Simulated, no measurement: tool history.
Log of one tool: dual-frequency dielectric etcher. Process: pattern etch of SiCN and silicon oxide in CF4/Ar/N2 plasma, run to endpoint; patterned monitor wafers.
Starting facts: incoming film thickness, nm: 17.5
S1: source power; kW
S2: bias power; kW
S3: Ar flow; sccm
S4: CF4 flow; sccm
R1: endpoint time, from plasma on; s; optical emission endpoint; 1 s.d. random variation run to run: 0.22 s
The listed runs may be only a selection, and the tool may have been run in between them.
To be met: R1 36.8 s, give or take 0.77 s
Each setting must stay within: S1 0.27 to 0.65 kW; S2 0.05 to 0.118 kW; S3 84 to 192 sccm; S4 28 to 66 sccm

run	hour	S1	S2	S3	S4	R1
1	0	0.46	0.084	138	47	21.5
2	1	0.41	0.077	143	46	25.244
3	6	0.38	0.074	144	46	27.497
4	7.6	0.38	0.074	144	42	27.676
5	14.4	0.35	0.072	145	42	30.325
6	20.9	0.35	0.072	125	42	29.522
7	27.9	0.33	0.07	126	42	31.553
8	29	0.32	0.069	126	42	33.2
9	35.5	0.31	0.069	126	42	33.769
10	36.5	0.3	0.069	126	42	34.723
11	44.1	0.29	0.069	126	42	35.735

Which one of the following 4 next-run settings gets every result inside its allowed miss? There is exactly one.
A	51.7	0.31	0.055	147	59	?
B	51.7	0.33	0.063	141	40	?
C	51.7	0.3	0.072	128	38	?
D	51.7	0.28	0.075	160	33	?

move	R1
A	36.944
B	34.403
C	34.499
D	37.877
A: all results land within tolerance of their targets
B: lands further from the targets than the last run did
C: lands further from the targets than the last run did
D: moves the result that the last run missed by most past its target, out the other side
So the answer is move A, the one that meets all the targets.

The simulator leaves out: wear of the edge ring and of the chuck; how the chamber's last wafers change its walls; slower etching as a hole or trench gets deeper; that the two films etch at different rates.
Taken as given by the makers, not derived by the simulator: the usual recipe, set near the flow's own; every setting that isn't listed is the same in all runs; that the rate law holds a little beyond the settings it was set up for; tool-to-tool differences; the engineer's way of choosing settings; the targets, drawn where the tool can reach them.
